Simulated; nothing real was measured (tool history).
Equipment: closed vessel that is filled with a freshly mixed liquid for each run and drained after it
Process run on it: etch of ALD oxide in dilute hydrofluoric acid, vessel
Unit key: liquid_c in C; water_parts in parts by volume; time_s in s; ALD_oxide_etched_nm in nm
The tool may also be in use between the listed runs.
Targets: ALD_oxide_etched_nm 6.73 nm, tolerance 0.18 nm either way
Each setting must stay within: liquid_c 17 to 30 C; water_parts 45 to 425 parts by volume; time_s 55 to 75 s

{"run": 1, "hour": 0.0, "liquid_c": 22, "water_parts": 235, "time_s": 75, "ALD_oxide_etched_nm": 2.9601}
{"run": 2, "hour": 6.4, "liquid_c": 23.5, "water_parts": 215, "time_s": 75, "ALD_oxide_etched_nm": 3.5261}
{"run": 3, "hour": 7.7, "liquid_c": 25, "water_parts": 200, "time_s": 75, "ALD_oxide_etched_nm": 4.0915}
{"run": 4, "hour": 16.1, "liquid_c": 26, "water_parts": 190, "time_s": 75, "ALD_oxide_etched_nm": 4.4408}
{"run": 5, "hour": 23.6, "liquid_c": 26, "water_parts": 190, "time_s": 55, "ALD_oxide_etched_nm": 3.292}
{"run": 6, "hour": 24.2, "liquid_c": 26.5, "water_parts": 165, "time_s": 55, "ALD_oxide_etched_nm": 3.92}
{"run": 7, "hour": 31.9, "liquid_c": 27, "water_parts": 145, "time_s": 55, "ALD_oxide_etched_nm": 4.7019}
{"run": 8, "hour": 33.6, "liquid_c": 27.5, "water_parts": 135, "time_s": 55, "ALD_oxide_etched_nm": 5.2258}
{"run": 9, "hour": 36.7, "liquid_c": 28, "water_parts": 130, "time_s": 55, "ALD_oxide_etched_nm": 5.522}
{"run": 10, "hour": 40.3, "liquid_c": 30, "water_parts": 105, "time_s": 55, "ALD_oxide_etched_nm": 7.799}
{"run": 11, "hour": 42.6, "liquid_c": 29.5, "water_parts": 105, "time_s": 55, "ALD_oxide_etched_nm": 7.4459}
{"run": 12, "hour": 43.2, "liquid_c": 29, "water_parts": 105, "time_s": 55, "ALD_oxide_etched_nm": 7.4164}
{"run": 13, "hour": 44.4, "liquid_c": 28.5, "water_parts": 105, "time_s": 55, "ALD_oxide_etched_nm": 7.2675}
{"run": 14, "hour": 52.5, "liquid_c": 28, "water_parts": 105, "time_s": 55, "ALD_oxide_etched_nm": 7.213}
{"run": 15, "hour": 55.6, "liquid_c": 27.5, "water_parts": 105, "time_s": 55, "ALD_oxide_etched_nm": 6.9998}

Of the 4 settings listed for the next run, only one would bring every result within its allowed miss of target. Which one?
{"run": "A", "hour": 58.7, "liquid_c": 26.5, "water_parts": 105, "time_s": 55, "ALD_oxide_etched_nm": "?"}
{"run": "B", "hour": 58.7, "liquid_c": 30, "water_parts": 145, "time_s": 75, "ALD_oxide_etched_nm": "?"}
{"run": "C", "hour": 58.7, "liquid_c": 27, "water_parts": 100, "time_s": 55, "ALD_oxide_etched_nm": "?"}
{"run": "D", "hour": 58.7, "liquid_c": 25.5, "water_parts": 95, "time_s": 55, "ALD_oxide_etched_nm": "?"}

move=A ALD_oxide_etched_nm=6.7051
move=B ALD_oxide_etched_nm=7.1613
move=C ALD_oxide_etched_nm=7.2244
move=D ALD_oxide_etched_nm=7.2206
A: hits every target within its allowed miss
B: further off than the last run
C: further off than the last run
D: further off than the last run
The right move is A.

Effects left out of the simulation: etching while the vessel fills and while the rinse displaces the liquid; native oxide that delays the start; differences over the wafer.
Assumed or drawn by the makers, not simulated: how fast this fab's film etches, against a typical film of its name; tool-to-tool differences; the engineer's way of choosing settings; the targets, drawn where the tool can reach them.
